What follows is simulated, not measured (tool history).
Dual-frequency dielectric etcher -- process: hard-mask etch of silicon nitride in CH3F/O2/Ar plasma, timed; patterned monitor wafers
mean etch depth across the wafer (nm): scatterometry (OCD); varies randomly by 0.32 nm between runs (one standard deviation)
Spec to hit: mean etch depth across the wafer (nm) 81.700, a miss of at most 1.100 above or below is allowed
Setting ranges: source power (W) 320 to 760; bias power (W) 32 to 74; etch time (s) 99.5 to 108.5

run,hour,source power (W),bias power (W),etch time (s),mean etch depth across the wafer (nm)
1,0.0,540,53,108.5,73.804
2,8.1,540,53,99.5,68.102
3,10.6,540,59,99.5,70.932
4,11.2,570,59,99.5,72.314
5,18.1,600,59,99.5,74.754
6,20.0,620,59,99.5,75.245
7,27.8,640,59,99.5,76.798
8,34.0,650,59,99.5,77.245
9,36.2,660,59,99.5,77.127
10,44.1,670,59,99.5,78.117
11,47.9,680,59,99.5,78.438
12,54.5,690,59,99.5,79.739

Of the 4 settings listed for the next run, only one would bring every result within its allowed miss of target. Which one?
A,61.1,660,55,107.0,?
B,61.1,700,57,99.5,?
C,61.1,650,52,105.5,?
D,61.1,660,60,99.5,?

move,mean etch depth across the wafer (nm)
A,81.637
B,79.098
C,78.162
D,78.604
A: hits every target within its allowed miss
B: its largest miss is bigger than the last run's
C: its largest miss is bigger than the last run's
D: its largest miss is bigger than the last run's
So the answer is move A, the one that meets all the targets.
